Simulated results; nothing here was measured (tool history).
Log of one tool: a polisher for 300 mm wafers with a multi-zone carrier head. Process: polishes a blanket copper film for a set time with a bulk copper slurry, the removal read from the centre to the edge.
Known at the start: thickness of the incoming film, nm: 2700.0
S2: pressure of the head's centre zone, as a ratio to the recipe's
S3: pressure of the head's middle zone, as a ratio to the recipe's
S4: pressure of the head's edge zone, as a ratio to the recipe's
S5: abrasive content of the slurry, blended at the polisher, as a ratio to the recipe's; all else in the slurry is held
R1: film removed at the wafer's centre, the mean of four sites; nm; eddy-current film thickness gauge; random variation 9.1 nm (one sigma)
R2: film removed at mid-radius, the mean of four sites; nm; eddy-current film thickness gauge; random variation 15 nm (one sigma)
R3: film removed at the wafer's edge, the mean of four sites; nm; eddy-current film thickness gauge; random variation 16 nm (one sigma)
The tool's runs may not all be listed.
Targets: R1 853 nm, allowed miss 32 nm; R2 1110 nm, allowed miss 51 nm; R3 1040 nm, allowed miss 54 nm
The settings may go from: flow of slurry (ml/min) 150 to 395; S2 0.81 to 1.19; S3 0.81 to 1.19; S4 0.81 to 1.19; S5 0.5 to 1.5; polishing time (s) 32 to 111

{"run": 1, "hour": 0.0, "flow of slurry (ml/min)": 250, "S2": 1, "S3": 1, "S4": 1, "S5": 1, "polishing time (s)": 71, "R1": 812.24, "R2": 782.71, "R3": 803.39}
{"run": 2, "hour": 1.2, "flow of slurry (ml/min)": 250, "S2": 1, "S3": 1, "S4": 1, "S5": 1, "polishing time (s)": 64, "R1": 723.5, "R2": 725.75, "R3": 715.16}
{"run": 3, "hour": 3.0, "flow of slurry (ml/min)": 250, "S2": 1, "S3": 1, "S4": 1, "S5": 1, "polishing time (s)": 76, "R1": 860.01, "R2": 829.21, "R3": 863.87}
{"run": 4, "hour": 6.9, "flow of slurry (ml/min)": 250, "S2": 1, "S3": 1, "S4": 1, "S5": 1.1, "polishing time (s)": 76, "R1": 869.02, "R2": 882.73, "R3": 880.11}
{"run": 5, "hour": 11.8, "flow of slurry (ml/min)": 250, "S2": 0.98, "S3": 1.02, "S4": 1.04, "S5": 1.2, "polishing time (s)": 77, "R1": 869.27, "R2": 914.25, "R3": 925.53}
{"run": 6, "hour": 15.6, "flow of slurry (ml/min)": 255, "S2": 0.96, "S3": 1.05, "S4": 1.06, "S5": 1.3, "polishing time (s)": 78, "R1": 906.72, "R2": 961.79, "R3": 934.64}
{"run": 7, "hour": 17.1, "flow of slurry (ml/min)": 225, "S2": 0.91, "S3": 1.07, "S4": 1.08, "S5": 1.35, "polishing time (s)": 80, "R1": 873.48, "R2": 997.71, "R3": 987.23}
{"run": 8, "hour": 24.2, "flow of slurry (ml/min)": 220, "S2": 0.89, "S3": 1.09, "S4": 1.09, "S5": 1.4, "polishing time (s)": 81, "R1": 853.78, "R2": 1036.5, "R3": 998.61}
{"run": 9, "hour": 25.1, "flow of slurry (ml/min)": 220, "S2": 0.88, "S3": 1.1, "S4": 1.1, "S5": 1.45, "polishing time (s)": 81, "R1": 870.83, "R2": 1045.7, "R3": 1001.4}

Which of these 5 next moves meets every target?
{"run": "A", "hour": 26.0, "flow of slurry (ml/min)": 215, "S2": 0.84, "S3": 1.11, "S4": 1.11, "S5": 1.4, "polishing time (s)": 93, "R1": "?", "R2": "?", "R3": "?"}
{"run": "B", "hour": 26.0, "flow of slurry (ml/min)": 210, "S2": 0.92, "S3": 1.14, "S4": 1.07, "S5": 1.5, "polishing time (s)": 82, "R1": "?", "R2": "?", "R3": "?"}
{"run": "C", "hour": 26.0, "flow of slurry (ml/min)": 225, "S2": 0.87, "S3": 1.08, "S4": 1.05, "S5": 1.5, "polishing time (s)": 75, "R1": "?", "R2": "?", "R3": "?"}
{"run": "D", "hour": 26.0, "flow of slurry (ml/min)": 190, "S2": 0.86, "S3": 1.16, "S4": 1.07, "S5": 1.3, "polishing time (s)": 85, "R1": "?", "R2": "?", "R3": "?"}
{"run": "E", "hour": 26.0, "flow of slurry (ml/min)": 200, "S2": 0.81, "S3": 1.17, "S4": 1.1, "S5": 1.3, "polishing time (s)": 85, "R1": "?", "R2": "?", "R3": "?"}

move=A R1=919.75 R2=1202.9 R3=1159.9
move=B R1=901.02 R2=1097 R3=1021.5
move=C R1=784.45 R2=969.31 R3=932.58
move=D R1=835.03 R2=1104.5 R3=1016.8
move=E R1=790.67 R2=1117.9 R3=1032.1
A: takes the result that was furthest off past its target
B: brings the result that was furthest off to its target, and leaves another outside
C: further off than the last run
D: meets every target
E: brings the result that was furthest off to its target, and leaves another outside
Answer: D

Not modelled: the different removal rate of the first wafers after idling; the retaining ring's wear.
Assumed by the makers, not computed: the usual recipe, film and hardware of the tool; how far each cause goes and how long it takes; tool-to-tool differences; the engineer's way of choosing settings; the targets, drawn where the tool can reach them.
